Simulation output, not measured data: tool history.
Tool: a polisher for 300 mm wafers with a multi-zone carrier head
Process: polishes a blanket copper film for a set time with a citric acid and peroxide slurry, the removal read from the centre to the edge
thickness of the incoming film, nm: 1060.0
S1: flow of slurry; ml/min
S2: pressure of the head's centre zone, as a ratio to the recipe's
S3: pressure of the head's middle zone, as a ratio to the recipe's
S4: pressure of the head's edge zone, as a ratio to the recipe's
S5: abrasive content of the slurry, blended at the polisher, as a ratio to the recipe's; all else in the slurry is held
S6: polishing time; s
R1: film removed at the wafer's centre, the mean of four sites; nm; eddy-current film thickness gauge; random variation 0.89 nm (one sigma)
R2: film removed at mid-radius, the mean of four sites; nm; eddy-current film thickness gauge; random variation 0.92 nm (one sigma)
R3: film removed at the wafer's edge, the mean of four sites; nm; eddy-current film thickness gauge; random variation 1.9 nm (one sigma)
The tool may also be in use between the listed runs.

Run 1, hour 0: S1 295 ml/min, S2 1, S3 1, S4 1, S5 1, S6 66 s. Result: R1 178.48 nm, R2 174.59 nm, R3 179.84 nm.
Run 2, hour 8.7: S1 295 ml/min, S2 1, S3 0.93, S4 1, S5 1, S6 66 s. Result: R1 175.67 nm, R2 166.64 nm, R3 184.27 nm.
Run 3, hour 17.5: S1 290 ml/min, S2 1.01, S3 0.91, S4 0.97, S5 0.85, S6 63 s. Result: R1 162.29 nm, R2 153.47 nm, R3 162.42 nm.
Run 4, hour 20.5: S1 290 ml/min, S2 1.01, S3 0.91, S4 1.06, S5 0.85, S6 63 s. Result: R1 161.47 nm, R2 154.1 nm, R3 170.96 nm.
Run 5, hour 28.2: S1 280 ml/min, S2 1.03, S3 0.88, S4 1.06, S5 0.75, S6 61 s. Result: R1 156.91 nm, R2 141.75 nm, R3 159.87 nm.
Run 6, hour 31.4: S1 265 ml/min, S2 1.03, S3 0.86, S4 1.05, S5 0.7, S6 60 s. Result: R1 151.46 nm, R2 135.15 nm, R3 153.04 nm.
Run 7, hour 38.5: S1 250 ml/min, S2 1.03, S3 0.85, S4 1.04, S5 0.65, S6 60 s. Result: R1 148.98 nm, R2 131.48 nm, R3 150.99 nm.

Forecast run 8:
Run 8, hour 46.3: S1 245 ml/min, S2 1.02, S3 0.84, S4 1.01, S5 0.6, S6 60 s. Result: R1 ?, R2 ?, R3 ?.

{"run 8": {"R1": 141.95, "R2": 130.15, "R3": 149.4}}
